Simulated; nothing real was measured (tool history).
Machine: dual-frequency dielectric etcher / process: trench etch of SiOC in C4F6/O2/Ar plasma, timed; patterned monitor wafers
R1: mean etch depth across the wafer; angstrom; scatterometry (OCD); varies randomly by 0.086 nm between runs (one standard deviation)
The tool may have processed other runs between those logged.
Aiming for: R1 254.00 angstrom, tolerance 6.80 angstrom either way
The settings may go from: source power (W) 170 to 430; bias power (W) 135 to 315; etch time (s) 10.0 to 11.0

{"run": 1, "day": 0.0, "source power (W)": 300, "bias power (W)": 225, "etch time (s)": 11.0, "R1": 217.4}
{"run": 2, "day": 0.283, "source power (W)": 300, "bias power (W)": 241, "etch time (s)": 11.0, "R1": 223.12}
{"run": 3, "day": 0.438, "source power (W)": 320, "bias power (W)": 246, "etch time (s)": 11.0, "R1": 228.97}
{"run": 4, "day": 0.738, "source power (W)": 320, "bias power (W)": 277, "etch time (s)": 11.0, "R1": 236.59}
{"run": 5, "day": 1.017, "source power (W)": 330, "bias power (W)": 280, "etch time (s)": 11.0, "R1": 238.96}
{"run": 6, "day": 1.146, "source power (W)": 270, "bias power (W)": 280, "etch time (s)": 11.0, "R1": 226.58}
{"run": 7, "day": 1.238, "source power (W)": 290, "bias power (W)": 287, "etch time (s)": 11.0, "R1": 233.47}
{"run": 8, "day": 1.533, "source power (W)": 300, "bias power (W)": 293, "etch time (s)": 11.0, "R1": 239.11}
{"run": 9, "day": 1.779, "source power (W)": 310, "bias power (W)": 297, "etch time (s)": 11.0, "R1": 240.71}
{"run": 10, "day": 2.046, "source power (W)": 320, "bias power (W)": 301, "etch time (s)": 11.0, "R1": 245.18}
{"run": 11, "day": 2.221, "source power (W)": 330, "bias power (W)": 303, "etch time (s)": 11.0, "R1": 246.97}

Which of these 4 next moves meets every target?
{"run": "A", "day": 2.396, "source power (W)": 330, "bias power (W)": 304, "etch time (s)": 10.5, "R1": "?"}
{"run": "B", "day": 2.396, "source power (W)": 310, "bias power (W)": 298, "etch time (s)": 11.0, "R1": "?"}
{"run": "C", "day": 2.396, "source power (W)": 410, "bias power (W)": 307, "etch time (s)": 10.0, "R1": "?"}
{"run": "D", "day": 2.396, "source power (W)": 360, "bias power (W)": 315, "etch time (s)": 11.0, "R1": "?"}

move=A R1=236.95
move=B R1=242.31
move=C R1=241.25
move=D R1=257.48
A: the biggest miss grows against the last run
B: the biggest miss grows against the last run
C: the biggest miss grows against the last run
D: every result lands within tolerance
Move D is the one to make.
